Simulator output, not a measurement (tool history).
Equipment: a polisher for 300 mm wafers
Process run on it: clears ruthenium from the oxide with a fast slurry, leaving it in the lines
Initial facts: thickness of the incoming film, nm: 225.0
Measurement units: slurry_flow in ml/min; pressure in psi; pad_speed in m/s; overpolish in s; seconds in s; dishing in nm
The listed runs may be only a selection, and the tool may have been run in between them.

run  hour  slurry_flow  pressure  pad_speed  slurry_solids  overpolish  seconds  dishing
  1   0.0          125       1.7       0.80            1.0          28  107.590   48.401
  2   7.7          125       2.1       0.80            1.0          28   90.645   56.571
  3   8.9          125       2.1       0.80            1.0          26   91.766   52.538
  4  14.3          125       1.7       0.80            1.0          26  108.690   45.786
  5  22.1          125       1.8       0.80            1.0          24  102.560   44.456
  6  28.4          125       1.9       0.80            1.0          22  100.000   42.661
  7  37.0          125       2.0       0.80            1.0          20   95.609   41.662
  8  41.6          125       2.1       0.80            1.0          19   88.590   41.691

Predict the results of run 9:
  9  43.1          125       2.1       0.80            1.0          18        ?        ?

Run 9 produced seconds 92.337 s, dishing 38.709 nm.
